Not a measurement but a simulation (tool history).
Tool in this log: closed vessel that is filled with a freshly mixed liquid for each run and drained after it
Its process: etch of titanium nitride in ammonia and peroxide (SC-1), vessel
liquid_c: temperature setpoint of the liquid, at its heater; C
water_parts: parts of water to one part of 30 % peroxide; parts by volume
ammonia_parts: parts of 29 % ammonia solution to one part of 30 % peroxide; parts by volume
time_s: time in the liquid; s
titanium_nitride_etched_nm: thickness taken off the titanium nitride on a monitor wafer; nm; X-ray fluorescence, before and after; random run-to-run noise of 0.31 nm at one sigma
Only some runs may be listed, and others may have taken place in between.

{"run": 1, "hour": 0.0, "liquid_c": 51.0, "water_parts": 23.0, "ammonia_parts": 0.85, "time_s": 555, "titanium_nitride_etched_nm": 22.052}
{"run": 2, "hour": 5.0, "liquid_c": 53.0, "water_parts": 23.0, "ammonia_parts": 0.85, "time_s": 555, "titanium_nitride_etched_nm": 25.188}
{"run": 3, "hour": 11.4, "liquid_c": 53.0, "water_parts": 23.0, "ammonia_parts": 0.85, "time_s": 555, "titanium_nitride_etched_nm": 24.85}
{"run": 4, "hour": 20.5, "liquid_c": 59.5, "water_parts": 23.0, "ammonia_parts": 0.85, "time_s": 555, "titanium_nitride_etched_nm": 38.913}
{"run": 5, "hour": 24.6, "liquid_c": 59.5, "water_parts": 23.0, "ammonia_parts": 0.85, "time_s": 555, "titanium_nitride_etched_nm": 38.893}
{"run": 6, "hour": 31.4, "liquid_c": 59.5, "water_parts": 23.0, "ammonia_parts": 0.65, "time_s": 555, "titanium_nitride_etched_nm": 36.65}
{"hour": 34.3, "done": "thermometer replaced"}
{"run": 7, "hour": 34.3, "liquid_c": 59.5, "water_parts": 23.0, "ammonia_parts": 0.65, "time_s": 555, "titanium_nitride_etched_nm": 40.001}

Run 8 is up next; what results do you expect?
{"run": 8, "hour": 42.2, "liquid_c": 59.5, "water_parts": 23.0, "ammonia_parts": 0.65, "time_s": 555, "titanium_nitride_etched_nm": "?"}

titanium_nitride_etched_nm: 40.611 nm
